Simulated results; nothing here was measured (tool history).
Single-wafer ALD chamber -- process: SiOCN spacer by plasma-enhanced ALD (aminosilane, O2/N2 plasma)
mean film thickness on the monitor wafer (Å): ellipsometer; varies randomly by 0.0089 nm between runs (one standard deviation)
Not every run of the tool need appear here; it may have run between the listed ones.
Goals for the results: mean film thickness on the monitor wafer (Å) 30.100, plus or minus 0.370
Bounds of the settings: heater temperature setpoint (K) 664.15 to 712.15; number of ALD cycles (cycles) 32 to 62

run,day,heater temperature setpoint (K),number of ALD cycles (cycles),mean film thickness on the monitor wafer (Å)
1,0.000,688.15,47,32.016
2,0.104,691.15,47,32.058
3,0.462,693.15,46,30.937
4,0.758,695.15,46,30.879
5,0.950,686.15,46,31.976
6,1.325,686.15,51,35.369
7,1.608,691.15,50,33.796
8,1.954,695.15,49,32.628

Of the 5 settings listed for the next run, only one would bring every result within its allowed miss of target. Which one?
A,2.300,694.15,53,?
B,2.300,686.15,50,?
C,2.300,693.15,43,?
D,2.300,694.15,51,?
E,2.300,696.15,45,?

move,mean film thickness on the monitor wafer (Å)
A,35.756
B,34.705
C,29.114
D,34.407
E,30.140
A: further off than the last run
B: further off than the last run
C: moves the result that the last run missed by most past its target, out the other side
D: further off than the last run
E: each result inside its tolerance
E meets every target.
